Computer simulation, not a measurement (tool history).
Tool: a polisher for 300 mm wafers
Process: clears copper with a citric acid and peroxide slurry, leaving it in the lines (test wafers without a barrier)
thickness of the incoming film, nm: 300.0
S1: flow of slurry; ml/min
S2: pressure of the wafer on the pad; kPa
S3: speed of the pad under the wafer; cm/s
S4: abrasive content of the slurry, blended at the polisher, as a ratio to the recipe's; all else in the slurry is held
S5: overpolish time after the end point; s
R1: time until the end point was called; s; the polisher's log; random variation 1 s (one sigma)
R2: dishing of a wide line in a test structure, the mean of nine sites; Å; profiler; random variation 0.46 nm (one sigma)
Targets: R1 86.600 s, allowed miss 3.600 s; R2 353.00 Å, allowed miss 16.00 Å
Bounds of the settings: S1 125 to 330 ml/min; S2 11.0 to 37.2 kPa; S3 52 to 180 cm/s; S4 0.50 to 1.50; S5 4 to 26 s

run 1 hour=0.0 | S1=210 S2=24.1 S3=116 S4=1.00 S5=13 | R1=102.540 R2=224.84
run 2 hour=1.6 | S1=210 S2=24.8 S3=116 S4=1.00 S5=14 | R1=102.870 R2=233.82
run 3 hour=2.8 | S1=210 S2=24.8 S3=116 S4=1.15 S5=14 | R1=97.682 R2=243.78
run 4 hour=8.7 | S1=210 S2=24.8 S3=136 S4=1.15 S5=14 | R1=82.175 R2=272.20
run 5 hour=11.7 | S1=210 S2=24.8 S3=136 S4=1.15 S5=15 | R1=84.988 R2=280.16
run 6 hour=12.9 | S1=210 S2=24.8 S3=136 S4=1.15 S5=12 | R1=84.254 R2=246.14
run 7 hour=18.1 | S1=210 S2=24.8 S3=136 S4=1.15 S5=14 | R1=81.207 R2=275.26
run 8 hour=23.1 | S1=210 S2=24.8 S3=136 S4=1.15 S5=15 | R1=84.598 R2=282.66
run 9 hour=28.3 | S1=210 S2=24.8 S3=136 S4=1.15 S5=16 | R1=83.046 R2=295.23
run 10 hour=31.3 | S1=210 S2=24.8 S3=136 S4=1.15 S5=17 | R1=82.467 R2=304.17
run 11 hour=39.9 | S1=210 S2=24.8 S3=136 S4=1.15 S5=18 | R1=83.247 R2=324.28
run 12 hour=45.0 | S1=210 S2=24.8 S3=136 S4=1.15 S5=19 | R1=83.765 R2=334.96

5 next moves are on the table. One of them brings every result within its allowed miss. Which?
run A hour=50.1 | S1=195 S2=26.2 S3=126 S4=1.15 S5=26 | R1=? R2=?
run B hour=50.1 | S1=200 S2=37.2 S3=96 S4=1.30 S5=22 | R1=? R2=?
run C hour=50.1 | S1=215 S2=24.8 S3=142 S4=1.10 S5=23 | R1=? R2=?
run D hour=50.1 | S1=320 S2=27.6 S3=124 S4=1.20 S5=16 | R1=? R2=?
run E hour=50.1 | S1=210 S2=23.4 S3=140 S4=1.15 S5=22 | R1=? R2=?

move=A R1=85.955 R2=383.55
move=B R1=76.984 R2=379.26
move=C R1=80.549 R2=370.77
move=D R1=78.232 R2=306.36
move=E R1=85.682 R2=348.69
A: takes the result that was furthest off past its target
B: takes the result that was furthest off past its target
C: takes the result that was furthest off past its target
D: further off than the last run
E: meets every target
Move E is the one to make.

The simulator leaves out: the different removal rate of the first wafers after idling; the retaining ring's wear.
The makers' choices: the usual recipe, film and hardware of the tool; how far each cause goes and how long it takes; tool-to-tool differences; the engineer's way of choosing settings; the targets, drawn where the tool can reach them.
